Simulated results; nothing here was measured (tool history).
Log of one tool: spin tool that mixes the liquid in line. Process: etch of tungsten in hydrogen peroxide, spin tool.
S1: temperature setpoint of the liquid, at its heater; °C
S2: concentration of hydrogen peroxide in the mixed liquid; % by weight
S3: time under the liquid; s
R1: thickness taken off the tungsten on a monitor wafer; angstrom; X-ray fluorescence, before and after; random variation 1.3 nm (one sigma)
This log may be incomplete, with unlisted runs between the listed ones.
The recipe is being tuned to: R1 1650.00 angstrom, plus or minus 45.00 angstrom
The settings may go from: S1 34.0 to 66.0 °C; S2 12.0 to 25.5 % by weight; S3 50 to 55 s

run	hour	S1	S2	S3	R1
1	0.0	50.0	17.5	50	941.85
2	5.0	50.0	17.5	55	1053.00
3	8.7	51.5	17.5	55	1151.70
4	11.7	51.5	16.0	55	1092.60
5	19.4	53.0	16.0	55	1200.60
6	21.3	53.0	18.0	55	1272.70
7	23.0	54.0	18.0	55	1349.80
8	24.7	54.5	18.0	55	1386.30
9	32.7	55.0	18.0	55	1427.50
10	34.0	55.5	18.0	55	1475.60
11	42.9	56.0	18.0	55	1516.40
12	47.2	56.5	18.0	55	1581.50

Which of these 4 next moves meets every target?
A	51.5	60.0	15.0	55	?
B	51.5	58.0	18.5	55	?
C	51.5	57.5	17.5	55	?
D	51.5	57.5	19.5	55	?

move	R1
A	1758.90
B	1739.90
C	1643.70
D	1735.00
A: takes the result that was furthest off past its target
B: takes the result that was furthest off past its target
C: every result within its allowed miss
D: takes the result that was furthest off past its target
C is the move that brings every result within its allowed miss.

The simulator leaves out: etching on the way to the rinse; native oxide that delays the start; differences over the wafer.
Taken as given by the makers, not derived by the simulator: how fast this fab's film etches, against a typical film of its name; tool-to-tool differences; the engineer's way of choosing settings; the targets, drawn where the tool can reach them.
